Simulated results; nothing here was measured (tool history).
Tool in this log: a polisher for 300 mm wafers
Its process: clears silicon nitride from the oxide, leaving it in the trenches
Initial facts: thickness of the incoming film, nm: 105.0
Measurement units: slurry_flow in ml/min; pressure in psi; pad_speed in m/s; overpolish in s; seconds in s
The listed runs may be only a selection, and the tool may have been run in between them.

Run 1, hour 0: slurry_flow 310 ml/min, pressure 2.3 psi, pad_speed 1.04 m/s, overpolish 6 s. Result: seconds 132.91 s.
Run 2, hour 5.3: slurry_flow 310 ml/min, pressure 2.3 psi, pad_speed 1.04 m/s, overpolish 6 s. Result: seconds 134.26 s.
Run 3, hour 6.6: slurry_flow 310 ml/min, pressure 2.1 psi, pad_speed 0.98 m/s, overpolish 6 s. Result: seconds 155.79 s.
Run 4, hour 12.1: slurry_flow 310 ml/min, pressure 1.9 psi, pad_speed 0.94 m/s, overpolish 6 s. Result: seconds 178.35 s.
Run 5, hour 17.6: slurry_flow 310 ml/min, pressure 1.9 psi, pad_speed 0.94 m/s, overpolish 5 s. Result: seconds 178.69 s.
Run 6, hour 22.4: slurry_flow 310 ml/min, pressure 1.8 psi, pad_speed 0.9 m/s, overpolish 5 s. Result: seconds 194.33 s.
Run 7, hour 27.5: slurry_flow 310 ml/min, pressure 1.8 psi, pad_speed 0.9 m/s, overpolish 5 s. Result: seconds 197.42 s.

Run 8 has not been measured yet. What should we expect?
Run 8, hour 35.9: slurry_flow 310 ml/min, pressure 1.7 psi, pad_speed 0.88 m/s, overpolish 5 s. Result: seconds ?.

{"run 8": {"seconds": 216.72}}

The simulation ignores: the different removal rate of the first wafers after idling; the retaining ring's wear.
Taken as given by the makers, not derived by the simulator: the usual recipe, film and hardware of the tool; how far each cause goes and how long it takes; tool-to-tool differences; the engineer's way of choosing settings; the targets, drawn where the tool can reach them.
